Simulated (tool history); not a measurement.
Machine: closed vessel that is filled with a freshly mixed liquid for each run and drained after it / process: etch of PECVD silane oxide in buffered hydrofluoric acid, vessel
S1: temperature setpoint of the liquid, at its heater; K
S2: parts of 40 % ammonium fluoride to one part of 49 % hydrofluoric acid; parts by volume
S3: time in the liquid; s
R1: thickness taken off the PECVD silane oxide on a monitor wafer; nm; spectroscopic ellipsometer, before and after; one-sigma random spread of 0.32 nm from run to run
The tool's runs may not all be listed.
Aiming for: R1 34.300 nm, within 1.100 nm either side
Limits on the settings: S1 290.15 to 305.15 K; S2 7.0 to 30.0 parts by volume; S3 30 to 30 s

Run 1, day 0.000: S1 297.15 K, S2 20.0 parts by volume, S3 30 s. Result: R1 48.294 nm.
Run 2, day 0.096: S1 297.15 K, S2 20.0 parts by volume, S3 30 s. Result: R1 47.402 nm.
Run 3, day 0.425: S1 295.65 K, S2 20.0 parts by volume, S3 30 s. Result: R1 44.722 nm.
Run 4, day 0.533: S1 294.15 K, S2 20.0 parts by volume, S3 30 s. Result: R1 40.202 nm.
Run 5, day 0.633: S1 294.15 K, S2 20.0 parts by volume, S3 30 s. Result: R1 40.386 nm.
Run 6, day 0.675: S1 293.15 K, S2 20.0 parts by volume, S3 30 s. Result: R1 38.549 nm.
Run 7, day 0.762: S1 293.15 K, S2 20.0 parts by volume, S3 30 s. Result: R1 38.478 nm.
Run 8, day 1.058: S1 292.65 K, S2 20.0 parts by volume, S3 30 s. Result: R1 37.219 nm.
Run 9, day 1.383: S1 292.15 K, S2 20.0 parts by volume, S3 30 s. Result: R1 35.902 nm.

Of the 5 settings listed for the next run, only one would bring every result within its allowed miss of target. Which one?
Run A, day 1.708: S1 292.15 K, S2 19.5 parts by volume, S3 30 s. Result: R1 ?.
Run B, day 1.708: S1 293.65 K, S2 21.0 parts by volume, S3 30 s. Result: R1 ?.
Run C, day 1.708: S1 291.65 K, S2 20.5 parts by volume, S3 30 s. Result: R1 ?.
Run D, day 1.708: S1 295.15 K, S2 24.5 parts by volume, S3 30 s. Result: R1 ?.
Run E, day 1.708: S1 291.65 K, S2 19.0 parts by volume, S3 30 s. Result: R1 ?.

move      R1
   A  37.166
   B  38.134
   C  34.640
   D  37.278
   E  37.068
A: further off than the last run
B: further off than the last run
C: each result inside its tolerance
D: further off than the last run
E: further off than the last run
Correct choice: C, which meets every target
